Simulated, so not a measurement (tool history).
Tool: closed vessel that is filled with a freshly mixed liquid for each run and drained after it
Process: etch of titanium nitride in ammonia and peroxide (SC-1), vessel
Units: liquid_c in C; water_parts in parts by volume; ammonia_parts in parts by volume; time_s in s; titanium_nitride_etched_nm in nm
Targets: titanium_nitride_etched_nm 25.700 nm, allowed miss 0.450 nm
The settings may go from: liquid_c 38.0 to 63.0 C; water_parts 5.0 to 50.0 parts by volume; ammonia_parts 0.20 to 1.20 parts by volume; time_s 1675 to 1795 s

run 1 hour=0.0 | liquid_c=47.0 water_parts=27.5 ammonia_parts=0.85 time_s=1675 | titanium_nitride_etched_nm=35.948
run 2 hour=6.0 | liquid_c=46.0 water_parts=27.5 ammonia_parts=0.85 time_s=1675 | titanium_nitride_etched_nm=33.656
run 3 hour=14.7 | liquid_c=46.0 water_parts=21.0 ammonia_parts=0.85 time_s=1675 | titanium_nitride_etched_nm=39.079
run 4 hour=22.6 | liquid_c=45.0 water_parts=21.0 ammonia_parts=0.85 time_s=1675 | titanium_nitride_etched_nm=36.450
run 5 hour=27.2 | liquid_c=44.0 water_parts=21.0 ammonia_parts=0.85 time_s=1675 | titanium_nitride_etched_nm=33.867
run 6 hour=35.7 | liquid_c=44.0 water_parts=21.0 ammonia_parts=0.85 time_s=1795 | titanium_nitride_etched_nm=36.178
run 7 hour=42.5 | liquid_c=43.0 water_parts=21.0 ammonia_parts=0.85 time_s=1795 | titanium_nitride_etched_nm=33.873
run 8 hour=44.7 | liquid_c=42.5 water_parts=21.0 ammonia_parts=0.85 time_s=1795 | titanium_nitride_etched_nm=32.554
run 9 hour=48.2 | liquid_c=42.0 water_parts=21.0 ammonia_parts=0.85 time_s=1795 | titanium_nitride_etched_nm=31.390
run 10 hour=51.4 | liquid_c=41.5 water_parts=21.0 ammonia_parts=0.85 time_s=1795 | titanium_nitride_etched_nm=30.333
run 11 hour=54.8 | liquid_c=41.5 water_parts=21.0 ammonia_parts=0.85 time_s=1795 | titanium_nitride_etched_nm=30.417
run 12 hour=55.7 | liquid_c=41.0 water_parts=21.0 ammonia_parts=0.85 time_s=1795 | titanium_nitride_etched_nm=29.261
run 13 hour=62.2 | liquid_c=40.5 water_parts=21.0 ammonia_parts=0.85 time_s=1795 | titanium_nitride_etched_nm=28.176
run 14 hour=66.1 | liquid_c=40.0 water_parts=21.0 ammonia_parts=0.85 time_s=1795 | titanium_nitride_etched_nm=27.031
run 15 hour=71.9 | liquid_c=39.0 water_parts=21.0 ammonia_parts=0.85 time_s=1795 | titanium_nitride_etched_nm=25.113

Which of these 5 next moves meets every target?
run A hour=77.7 | liquid_c=41.0 water_parts=28.5 ammonia_parts=0.85 time_s=1795 | titanium_nitride_etched_nm=?
run B hour=77.7 | liquid_c=39.5 water_parts=22.5 ammonia_parts=0.85 time_s=1730 | titanium_nitride_etched_nm=?
run C hour=77.7 | liquid_c=41.5 water_parts=28.0 ammonia_parts=0.65 time_s=1775 | titanium_nitride_etched_nm=?
run D hour=77.7 | liquid_c=39.5 water_parts=24.0 ammonia_parts=0.80 time_s=1795 | titanium_nitride_etched_nm=?
run E hour=77.7 | liquid_c=40.5 water_parts=21.5 ammonia_parts=0.75 time_s=1690 | titanium_nitride_etched_nm=?

move=A titanium_nitride_etched_nm=24.578
move=B titanium_nitride_etched_nm=24.192
move=C titanium_nitride_etched_nm=24.235
move=D titanium_nitride_etched_nm=23.953
move=E titanium_nitride_etched_nm=25.522
A: further off than the last run
B: further off than the last run
C: further off than the last run
D: further off than the last run
E: meets every target
The right move is E.

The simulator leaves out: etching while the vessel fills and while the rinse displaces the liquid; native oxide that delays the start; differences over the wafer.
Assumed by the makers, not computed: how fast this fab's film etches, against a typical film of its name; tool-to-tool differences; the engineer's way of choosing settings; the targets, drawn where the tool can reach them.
